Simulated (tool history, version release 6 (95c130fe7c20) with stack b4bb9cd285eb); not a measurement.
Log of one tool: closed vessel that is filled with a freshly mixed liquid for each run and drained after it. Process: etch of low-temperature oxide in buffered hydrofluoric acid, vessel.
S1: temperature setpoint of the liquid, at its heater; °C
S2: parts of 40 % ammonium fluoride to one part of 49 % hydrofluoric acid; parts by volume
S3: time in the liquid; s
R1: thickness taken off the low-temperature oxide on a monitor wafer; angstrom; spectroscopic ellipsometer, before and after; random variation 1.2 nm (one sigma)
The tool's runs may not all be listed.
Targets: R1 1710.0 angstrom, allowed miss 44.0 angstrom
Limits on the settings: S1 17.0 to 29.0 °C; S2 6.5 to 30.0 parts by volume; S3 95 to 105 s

run 1 hour=0.0 | S1=21.0 S2=18.5 S3=95 | R1=1230.0
run 2 hour=7.8 | S1=22.0 S2=18.5 S3=95 | R1=1283.7
run 3 hour=11.7 | S1=23.0 S2=18.5 S3=95 | R1=1357.5
run 4 hour=15.0 | S1=23.0 S2=18.5 S3=95 | R1=1380.5
run 5 hour=21.6 | S1=23.0 S2=18.5 S3=95 | R1=1366.1
run 6 hour=25.4 | S1=21.0 S2=18.5 S3=95 | R1=1226.8
run 7 hour=28.8 | S1=22.0 S2=18.5 S3=95 | R1=1292.0
run 8 hour=36.8 | S1=23.0 S2=18.5 S3=95 | R1=1357.0
run 9 hour=43.4 | S1=24.0 S2=18.5 S3=95 | R1=1415.2
run 10 hour=45.8 | S1=28.0 S2=18.5 S3=95 | R1=1787.0

Which one of the following 5 next-run settings gets every result inside its allowed miss? There is exactly one.
run A hour=48.2 | S1=28.0 S2=18.0 S3=100 | R1=?
run B hour=48.2 | S1=28.5 S2=18.5 S3=95 | R1=?
run C hour=48.2 | S1=28.0 S2=18.5 S3=100 | R1=?
run D hour=48.2 | S1=27.5 S2=18.0 S3=100 | R1=?
run E hour=48.2 | S1=28.5 S2=20.0 S3=95 | R1=?

move=A R1=1937.8
move=B R1=1840.3
move=C R1=1886.3
move=D R1=1886.7
move=E R1=1704.4
A: its largest miss is bigger than the last run's
B: its largest miss is bigger than the last run's
C: its largest miss is bigger than the last run's
D: its largest miss is bigger than the last run's
E: meets every target
The move that meets every target is E.
